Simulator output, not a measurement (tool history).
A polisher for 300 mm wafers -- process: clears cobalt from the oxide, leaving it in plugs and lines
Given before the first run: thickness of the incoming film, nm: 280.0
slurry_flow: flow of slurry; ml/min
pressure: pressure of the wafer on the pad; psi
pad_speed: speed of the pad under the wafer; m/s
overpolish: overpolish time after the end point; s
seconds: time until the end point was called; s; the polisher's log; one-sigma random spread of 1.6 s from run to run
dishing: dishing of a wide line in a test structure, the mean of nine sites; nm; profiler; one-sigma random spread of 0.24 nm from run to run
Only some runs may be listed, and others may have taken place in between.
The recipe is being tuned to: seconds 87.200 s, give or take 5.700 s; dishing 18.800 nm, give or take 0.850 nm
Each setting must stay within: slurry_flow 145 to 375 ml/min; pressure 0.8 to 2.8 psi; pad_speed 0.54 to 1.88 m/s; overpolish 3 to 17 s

Run 1, hour 0.0: slurry_flow 240 ml/min, pressure 1.8 psi, pad_speed 1.20 m/s, overpolish 9 s. Result: seconds 57.643 s, dishing 28.945 nm.
Run 2, hour 0.8: slurry_flow 240 ml/min, pressure 2.2 psi, pad_speed 1.20 m/s, overpolish 9 s. Result: seconds 46.564 s, dishing 32.047 nm.
Run 3, hour 7.2: slurry_flow 300 ml/min, pressure 2.2 psi, pad_speed 1.20 m/s, overpolish 9 s. Result: seconds 45.698 s, dishing 31.765 nm.
Run 4, hour 11.5: slurry_flow 300 ml/min, pressure 2.2 psi, pad_speed 0.98 m/s, overpolish 9 s. Result: seconds 55.784 s, dishing 28.929 nm.
Run 5, hour 13.0: slurry_flow 300 ml/min, pressure 2.2 psi, pad_speed 0.98 m/s, overpolish 7 s. Result: seconds 56.127 s, dishing 24.854 nm.
Run 6, hour 21.8: slurry_flow 300 ml/min, pressure 2.1 psi, pad_speed 0.98 m/s, overpolish 7 s. Result: seconds 60.191 s, dishing 24.506 nm.
At hour 25.3: worn pad replaced by a new one.
Run 7, hour 25.3: slurry_flow 300 ml/min, pressure 2.0 psi, pad_speed 0.98 m/s, overpolish 7 s. Result: seconds 59.119 s, dishing 25.060 nm.
Run 8, hour 32.3: slurry_flow 300 ml/min, pressure 1.9 psi, pad_speed 0.96 m/s, overpolish 7 s. Result: seconds 61.351 s, dishing 23.796 nm.
Run 9, hour 33.8: slurry_flow 300 ml/min, pressure 1.8 psi, pad_speed 0.94 m/s, overpolish 7 s. Result: seconds 66.301 s, dishing 23.042 nm.
Run 10, hour 41.0: slurry_flow 300 ml/min, pressure 1.7 psi, pad_speed 0.92 m/s, overpolish 7 s. Result: seconds 72.330 s, dishing 21.798 nm.
Run 11, hour 41.8: slurry_flow 300 ml/min, pressure 1.7 psi, pad_speed 0.92 m/s, overpolish 7 s. Result: seconds 70.279 s, dishing 21.863 nm.
Run 12, hour 45.5: slurry_flow 300 ml/min, pressure 1.6 psi, pad_speed 0.92 m/s, overpolish 7 s. Result: seconds 73.535 s, dishing 20.914 nm.
Run 13, hour 50.6: slurry_flow 300 ml/min, pressure 1.5 psi, pad_speed 0.92 m/s, overpolish 7 s. Result: seconds 80.772 s, dishing 20.360 nm.

Of the 5 settings listed for the next run, only one would bring every result within its allowed miss of target. Which one?
Run A, hour 55.7: slurry_flow 280 ml/min, pressure 1.5 psi, pad_speed 1.04 m/s, overpolish 6 s. Result: seconds ?, dishing ?.
Run B, hour 55.7: slurry_flow 275 ml/min, pressure 1.2 psi, pad_speed 1.10 m/s, overpolish 8 s. Result: seconds ?, dishing ?.
Run C, hour 55.7: slurry_flow 350 ml/min, pressure 1.6 psi, pad_speed 0.76 m/s, overpolish 10 s. Result: seconds ?, dishing ?.
Run D, hour 55.7: slurry_flow 295 ml/min, pressure 1.6 psi, pad_speed 0.80 m/s, overpolish 7 s. Result: seconds ?, dishing ?.
Run E, hour 55.7: slurry_flow 250 ml/min, pressure 1.5 psi, pad_speed 0.92 m/s, overpolish 9 s. Result: seconds ?, dishing ?.

move  seconds  dishing
   A   71.090   19.538
   B   83.530   21.419
   C   88.954   23.909
   D   85.645   19.101
   E   80.633   23.773
A: the furthest-off result lands on target, but another misses its tolerance
B: moves away from the targets compared with the last run
C: moves away from the targets compared with the last run
D: all results in spec
E: moves away from the targets compared with the last run
The move that meets every target is D.
